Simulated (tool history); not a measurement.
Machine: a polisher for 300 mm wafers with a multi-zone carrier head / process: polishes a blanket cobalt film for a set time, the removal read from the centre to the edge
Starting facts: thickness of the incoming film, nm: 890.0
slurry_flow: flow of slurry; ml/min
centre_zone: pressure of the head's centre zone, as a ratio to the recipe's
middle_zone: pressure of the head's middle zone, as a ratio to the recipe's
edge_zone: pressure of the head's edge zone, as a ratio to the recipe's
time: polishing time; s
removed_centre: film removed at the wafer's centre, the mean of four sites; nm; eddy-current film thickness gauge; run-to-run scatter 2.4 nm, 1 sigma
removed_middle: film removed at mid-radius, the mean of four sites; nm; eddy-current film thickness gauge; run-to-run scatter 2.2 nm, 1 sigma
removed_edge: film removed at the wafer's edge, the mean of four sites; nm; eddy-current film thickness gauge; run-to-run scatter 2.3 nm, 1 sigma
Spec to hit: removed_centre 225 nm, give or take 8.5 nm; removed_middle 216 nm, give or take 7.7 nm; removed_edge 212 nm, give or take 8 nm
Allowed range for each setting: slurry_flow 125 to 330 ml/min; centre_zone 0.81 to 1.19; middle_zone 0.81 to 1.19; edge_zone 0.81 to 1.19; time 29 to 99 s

{"run": 1, "hour": 0.0, "slurry_flow": 210, "centre_zone": 1, "middle_zone": 1, "edge_zone": 1, "time": 64, "removed_centre": 311.56, "removed_middle": 314.16, "removed_edge": 314.13}
{"run": 2, "hour": 7.8, "slurry_flow": 210, "centre_zone": 1, "middle_zone": 1, "edge_zone": 1, "time": 70, "removed_centre": 341.52, "removed_middle": 341.5, "removed_edge": 345.88}
{"run": 3, "hour": 9.4, "slurry_flow": 160, "centre_zone": 1, "middle_zone": 1, "edge_zone": 1, "time": 70, "removed_centre": 335.1, "removed_middle": 334.58, "removed_edge": 341.97}
{"run": 4, "hour": 10.5, "slurry_flow": 165, "centre_zone": 1, "middle_zone": 0.99, "edge_zone": 0.98, "time": 64, "removed_centre": 305.84, "removed_middle": 304.04, "removed_edge": 309.02}
{"run": 5, "hour": 17.2, "slurry_flow": 170, "centre_zone": 1.01, "middle_zone": 0.98, "edge_zone": 0.96, "time": 59, "removed_centre": 285.31, "removed_middle": 282.43, "removed_edge": 283.1}
{"run": 6, "hour": 19.3, "slurry_flow": 170, "centre_zone": 1.09, "middle_zone": 0.98, "edge_zone": 0.96, "time": 59, "removed_centre": 306.23, "removed_middle": 281.2, "removed_edge": 284.64}
{"run": 7, "hour": 27.2, "slurry_flow": 175, "centre_zone": 1.08, "middle_zone": 0.97, "edge_zone": 0.95, "time": 55, "removed_centre": 288.38, "removed_middle": 256.13, "removed_edge": 261.3}
{"run": 8, "hour": 32.9, "slurry_flow": 180, "centre_zone": 1.06, "middle_zone": 0.97, "edge_zone": 0.93, "time": 53, "removed_centre": 273.51, "removed_middle": 247.4, "removed_edge": 249.55}
{"run": 9, "hour": 40.3, "slurry_flow": 180, "centre_zone": 1.04, "middle_zone": 0.97, "edge_zone": 0.91, "time": 52, "removed_centre": 260.95, "removed_middle": 243.85, "removed_edge": 244.15}
{"run": 10, "hour": 48.1, "slurry_flow": 180, "centre_zone": 1.03, "middle_zone": 0.97, "edge_zone": 0.9, "time": 51, "removed_centre": 255.26, "removed_middle": 240.22, "removed_edge": 237.31}
{"run": 11, "hour": 55.8, "slurry_flow": 160, "centre_zone": 0.96, "middle_zone": 0.92, "edge_zone": 0.82, "time": 46, "removed_centre": 215.39, "removed_middle": 204.8, "removed_edge": 208.36}
{"run": 12, "hour": 59.4, "slurry_flow": 165, "centre_zone": 0.97, "middle_zone": 0.93, "edge_zone": 0.82, "time": 46, "removed_centre": 210.85, "removed_middle": 209.36, "removed_edge": 208.57}

5 candidate next runs follow, results not yet known. Just one meets every target within its allowed miss. Identify it.
{"run": "A", "hour": 63.0, "slurry_flow": 245, "centre_zone": 0.99, "middle_zone": 0.96, "edge_zone": 0.85, "time": 45, "removed_centre": "?", "removed_middle": "?", "removed_edge": "?"}
{"run": "B", "hour": 63.0, "slurry_flow": 170, "centre_zone": 0.86, "middle_zone": 0.89, "edge_zone": 0.87, "time": 49, "removed_centre": "?", "removed_middle": "?", "removed_edge": "?"}
{"run": "C", "hour": 63.0, "slurry_flow": 150, "centre_zone": 0.87, "middle_zone": 0.87, "edge_zone": 0.89, "time": 47, "removed_centre": "?", "removed_middle": "?", "removed_edge": "?"}
{"run": "D", "hour": 63.0, "slurry_flow": 145, "centre_zone": 0.95, "middle_zone": 1.11, "edge_zone": 0.81, "time": 44, "removed_centre": "?", "removed_middle": "?", "removed_edge": "?"}
{"run": "E", "hour": 63.0, "slurry_flow": 165, "centre_zone": 0.99, "middle_zone": 1.05, "edge_zone": 0.81, "time": 48, "removed_centre": "?", "removed_middle": "?", "removed_edge": "?"}

move=A removed_centre=223.94 removed_middle=217.52 removed_edge=208.1
move=B removed_centre=205.87 removed_middle=215.69 removed_edge=223.54
move=C removed_centre=196.96 removed_middle=200.74 removed_edge=214.74
move=D removed_centre=199.86 removed_middle=228.63 removed_edge=192.01
move=E removed_centre=229.72 removed_middle=241.03 removed_edge=211.53
A: each result inside its tolerance
B: its largest miss is bigger than the last run's
C: its largest miss is bigger than the last run's
D: its largest miss is bigger than the last run's
E: brings the result that was furthest off to its target, and leaves another outside
The right move is A.

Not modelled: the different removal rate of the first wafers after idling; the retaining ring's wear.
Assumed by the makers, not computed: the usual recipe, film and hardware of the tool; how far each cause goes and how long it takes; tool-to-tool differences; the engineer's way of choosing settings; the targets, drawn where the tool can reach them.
